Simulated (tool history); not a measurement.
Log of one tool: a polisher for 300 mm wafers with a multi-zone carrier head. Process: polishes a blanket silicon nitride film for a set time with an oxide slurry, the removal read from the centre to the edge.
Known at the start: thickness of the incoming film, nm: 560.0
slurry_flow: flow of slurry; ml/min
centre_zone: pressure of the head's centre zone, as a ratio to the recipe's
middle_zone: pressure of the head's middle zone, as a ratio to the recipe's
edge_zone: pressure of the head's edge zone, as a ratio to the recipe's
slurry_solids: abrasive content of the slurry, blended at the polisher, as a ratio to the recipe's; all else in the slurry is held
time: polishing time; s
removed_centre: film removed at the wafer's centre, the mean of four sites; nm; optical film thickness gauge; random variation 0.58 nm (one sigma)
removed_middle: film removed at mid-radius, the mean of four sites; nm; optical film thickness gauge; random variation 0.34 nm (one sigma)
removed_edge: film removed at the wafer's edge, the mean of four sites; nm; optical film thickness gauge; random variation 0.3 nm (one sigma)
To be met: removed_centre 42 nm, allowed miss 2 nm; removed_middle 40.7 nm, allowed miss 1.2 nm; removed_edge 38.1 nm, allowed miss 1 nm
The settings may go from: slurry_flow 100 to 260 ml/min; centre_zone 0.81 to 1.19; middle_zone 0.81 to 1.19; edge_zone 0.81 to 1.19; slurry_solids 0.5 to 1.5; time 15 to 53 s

run	hour	slurry_flow	centre_zone	middle_zone	edge_zone	slurry_solids	time	removed_centre	removed_middle	removed_edge
1	0	165	1	1	1	1	34	32.923	33.191	33.439
2	4.3	195	1	1	1	1	34	34.841	33.61	33.966
3	12.8	200	1.01	1.03	1.02	1	34	34.888	34.35	34.828
4	19.4	200	1.01	1.03	1.02	1.2	34	37.872	37.322	37.87
5	26.7	205	1.02	1.04	1.01	1.2	34	38.784	37.821	37.349
6	29.2	210	1.03	1.05	1.01	1.2	34	39.657	38.175	38.308
7	37.2	215	1.03	1.06	1	1.2	34	39.242	39.162	37.577
8	38.1	220	1.04	1.06	1	1.2	34	39.736	38.796	38.156
9	42.1	225	1.05	1.07	0.99	1.2	34	41.243	39.29	37.366

Which of these 5 next moves meets every target?
A	46.1	220	1.06	1.07	1.03	1.15	34	?	?	?
B	46.1	250	1.11	1.13	1.04	1.05	35	?	?	?
C	46.1	260	1.1	1.01	1.02	1.3	32	?	?	?
D	46.1	220	1.07	1.01	0.97	1.25	33	?	?	?
E	46.1	140	1.04	1.05	0.95	1.1	37	?	?	?

move	removed_centre	removed_middle	removed_edge
A	39.088	38.483	37.705
B	40.966	40.388	37.777
C	41.042	37.095	37.838
D	39.684	36.895	36.908
E	37.759	37.589	36.706
A: further off than the last run
B: meets every target
C: further off than the last run
D: further off than the last run
E: further off than the last run
The right move is B.
